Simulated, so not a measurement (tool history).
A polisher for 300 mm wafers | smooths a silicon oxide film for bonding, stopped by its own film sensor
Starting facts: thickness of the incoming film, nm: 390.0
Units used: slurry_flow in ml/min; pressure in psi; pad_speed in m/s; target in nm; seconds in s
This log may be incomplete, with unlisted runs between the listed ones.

run,hour,slurry_flow,pressure,pad_speed,slurry_solids,target,seconds
1,0.0,250,2.7,0.74,1.0,307,119.94
2,0.7,250,2.5,0.72,1.0,307,129.25
3,4.0,250,2.3,0.70,1.0,307,143.84
4,5.6,250,2.2,0.70,1.0,307,147.82
5,8.3,250,2.2,0.86,1.0,307,128.22
6,14.9,250,2.2,0.80,1.0,307,131.57

Predict the results of run 7:
7,16.0,250,2.0,0.78,1.0,307,?

Run 7 gave seconds 151.39 s.

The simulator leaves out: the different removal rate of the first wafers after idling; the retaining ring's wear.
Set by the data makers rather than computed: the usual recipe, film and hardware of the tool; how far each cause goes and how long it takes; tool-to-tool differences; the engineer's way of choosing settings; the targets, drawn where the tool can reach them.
